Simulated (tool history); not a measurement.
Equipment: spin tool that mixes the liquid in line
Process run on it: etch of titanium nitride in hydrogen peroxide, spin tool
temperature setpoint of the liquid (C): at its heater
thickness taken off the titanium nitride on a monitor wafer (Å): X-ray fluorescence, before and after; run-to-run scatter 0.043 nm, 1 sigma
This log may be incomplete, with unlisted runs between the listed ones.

run	hour	temperature setpoint of the liquid (C)	concentration of hydrogen peroxide in the mixed liquid (% by weight)	time under the liquid (s)	thickness taken off the titanium nitride on a monitor wafer (Å)
1	0	50	17.5	305	100.2
2	8.5	47	17.5	305	81.728
3	12.8	47	17.5	325	87.409
4	17.9	47	17.5	305	83.005
5	25.2	47	17.5	325	85.561
6	26.9	47	17.5	325	87.02

Expected results for the next run?
7	33.9	44.5	17.5	325	?

thickness taken off the titanium nitride on a monitor wafer (Å): 71.689

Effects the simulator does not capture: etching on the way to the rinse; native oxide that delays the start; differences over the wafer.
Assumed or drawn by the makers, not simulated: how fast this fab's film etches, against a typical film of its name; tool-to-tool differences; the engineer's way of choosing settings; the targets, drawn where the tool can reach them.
